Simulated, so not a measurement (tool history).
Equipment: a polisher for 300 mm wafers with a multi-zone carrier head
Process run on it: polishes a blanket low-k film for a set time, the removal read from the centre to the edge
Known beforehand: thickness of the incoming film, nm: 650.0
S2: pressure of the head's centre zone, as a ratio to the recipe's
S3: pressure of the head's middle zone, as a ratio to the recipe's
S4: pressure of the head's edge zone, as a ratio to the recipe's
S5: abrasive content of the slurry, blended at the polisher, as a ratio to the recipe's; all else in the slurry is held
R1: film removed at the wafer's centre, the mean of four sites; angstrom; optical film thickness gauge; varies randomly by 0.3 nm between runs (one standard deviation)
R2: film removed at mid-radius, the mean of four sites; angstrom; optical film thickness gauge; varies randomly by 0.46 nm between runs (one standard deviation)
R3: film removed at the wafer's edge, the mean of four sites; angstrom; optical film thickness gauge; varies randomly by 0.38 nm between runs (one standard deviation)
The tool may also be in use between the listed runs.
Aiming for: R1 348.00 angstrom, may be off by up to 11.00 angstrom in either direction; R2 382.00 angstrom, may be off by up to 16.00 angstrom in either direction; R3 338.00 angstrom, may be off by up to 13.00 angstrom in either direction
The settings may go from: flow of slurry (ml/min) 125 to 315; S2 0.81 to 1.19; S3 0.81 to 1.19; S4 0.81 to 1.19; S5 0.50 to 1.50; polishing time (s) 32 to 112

Run 1, day 0.000: flow of slurry (ml/min) 205, S2 1.00, S3 1.00, S4 1.00, S5 1.00, polishing time (s) 72. Result: R1 233.19 angstrom, R2 242.44 angstrom, R3 233.03 angstrom.
Run 2, day 0.046: flow of slurry (ml/min) 205, S2 0.95, S3 1.00, S4 1.00, S5 1.00, polishing time (s) 72. Result: R1 221.79 angstrom, R2 242.71 angstrom, R3 236.75 angstrom.
Run 3, day 0.271: flow of slurry (ml/min) 205, S2 1.01, S3 1.00, S4 1.00, S5 1.00, polishing time (s) 72. Result: R1 235.84 angstrom, R2 242.28 angstrom, R3 233.77 angstrom.
Run 4, day 0.604: flow of slurry (ml/min) 215, S2 1.03, S3 1.04, S4 1.03, S5 1.15, polishing time (s) 74. Result: R1 266.54 angstrom, R2 273.68 angstrom, R3 264.43 angstrom.
Run 5, day 0.642: flow of slurry (ml/min) 215, S2 1.03, S3 0.96, S4 1.03, S5 1.15, polishing time (s) 74. Result: R1 263.35 angstrom, R2 261.28 angstrom, R3 260.63 angstrom.
Run 6, day 0.979: flow of slurry (ml/min) 215, S2 1.07, S3 0.96, S4 1.03, S5 1.15, polishing time (s) 74. Result: R1 274.51 angstrom, R2 260.78 angstrom, R3 260.97 angstrom.
Run 7, day 1.183: flow of slurry (ml/min) 245, S2 1.09, S3 1.06, S4 1.13, S5 1.40, polishing time (s) 77. Result: R1 330.50 angstrom, R2 326.45 angstrom, R3 325.57 angstrom.
Run 8, day 1.229: flow of slurry (ml/min) 255, S2 1.08, S3 1.10, S4 1.11, S5 1.45, polishing time (s) 77. Result: R1 334.87 angstrom, R2 346.01 angstrom, R3 317.20 angstrom.
Run 9, day 1.533: flow of slurry (ml/min) 255, S2 1.08, S3 1.10, S4 1.11, S5 1.45, polishing time (s) 77. Result: R1 327.97 angstrom, R2 351.04 angstrom, R3 325.21 angstrom.
Run 10, day 1.612: flow of slurry (ml/min) 260, S2 1.09, S3 1.12, S4 1.11, S5 1.45, polishing time (s) 77. Result: R1 329.77 angstrom, R2 353.52 angstrom, R3 323.22 angstrom.
At day 1.808: slurry nozzle cleaned.
Run 11, day 1.808: flow of slurry (ml/min) 260, S2 1.09, S3 1.12, S4 1.11, S5 1.45, polishing time (s) 77. Result: R1 355.15 angstrom, R2 380.63 angstrom, R3 336.17 angstrom.

Next run, 5 choices. One meets every target within its allowed miss, the rest don't. Which?
Run A, day 2.004: flow of slurry (ml/min) 285, S2 1.15, S3 1.12, S4 1.12, S5 1.05, polishing time (s) 86. Result: R1 ?, R2 ?, R3 ?.
Run B, day 2.004: flow of slurry (ml/min) 280, S2 1.17, S3 1.10, S4 1.14, S5 1.50, polishing time (s) 74. Result: R1 ?, R2 ?, R3 ?.
Run C, day 2.004: flow of slurry (ml/min) 305, S2 1.06, S3 1.16, S4 1.13, S5 1.35, polishing time (s) 78. Result: R1 ?, R2 ?, R3 ?.
Run D, day 2.004: flow of slurry (ml/min) 280, S2 1.09, S3 1.10, S4 1.07, S5 1.40, polishing time (s) 79. Result: R1 ?, R2 ?, R3 ?.
Run E, day 2.004: flow of slurry (ml/min) 275, S2 1.16, S3 1.16, S4 1.09, S5 1.40, polishing time (s) 75. Result: R1 ?, R2 ?, R3 ?.

move      R1      R2      R3
   A  374.33  375.30  328.70
   B  381.05  369.78  332.19
   C  352.57  395.26  336.52
   D  368.90  384.65  334.45
   E  372.22  381.34  319.75
A: moves away from the targets compared with the last run
B: moves away from the targets compared with the last run
C: meets every target
D: moves away from the targets compared with the last run
E: moves away from the targets compared with the last run
So the answer is move C, the one that meets all the targets.

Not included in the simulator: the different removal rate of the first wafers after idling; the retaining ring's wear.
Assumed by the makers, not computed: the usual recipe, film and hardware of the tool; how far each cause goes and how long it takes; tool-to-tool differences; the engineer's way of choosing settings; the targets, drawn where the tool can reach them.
